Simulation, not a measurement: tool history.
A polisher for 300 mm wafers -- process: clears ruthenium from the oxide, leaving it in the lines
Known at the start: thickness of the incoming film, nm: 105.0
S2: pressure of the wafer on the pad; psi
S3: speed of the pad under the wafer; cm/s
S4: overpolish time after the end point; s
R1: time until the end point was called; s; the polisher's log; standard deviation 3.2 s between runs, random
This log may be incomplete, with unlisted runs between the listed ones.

run 1 hour=0 | flow_of_slurry_(ml/min)=135 S2=1.6 S3=114 S4=21 | R1=112.96
run 2 hour=5 | flow_of_slurry_(ml/min)=135 S2=1.4 S3=112 S4=21 | R1=125.25
run 3 hour=10.7 | flow_of_slurry_(ml/min)=135 S2=1.4 S3=128 S4=21 | R1=114.5
run 4 hour=19.3 | flow_of_slurry_(ml/min)=135 S2=1.4 S3=142 S4=21 | R1=107.63
run 5 hour=19.9 | flow_of_slurry_(ml/min)=135 S2=1.2 S3=138 S4=21 | R1=127.31
run 6 hour=27.1 | flow_of_slurry_(ml/min)=135 S2=1.1 S3=136 S4=21 | R1=139.45

Run 7 has not been measured yet. What should we expect?
run 7 hour=30.8 | flow_of_slurry_(ml/min)=135 S2=1 S3=136 S4=21 | R1=?

{"run 7": {"R1": 153.62}}
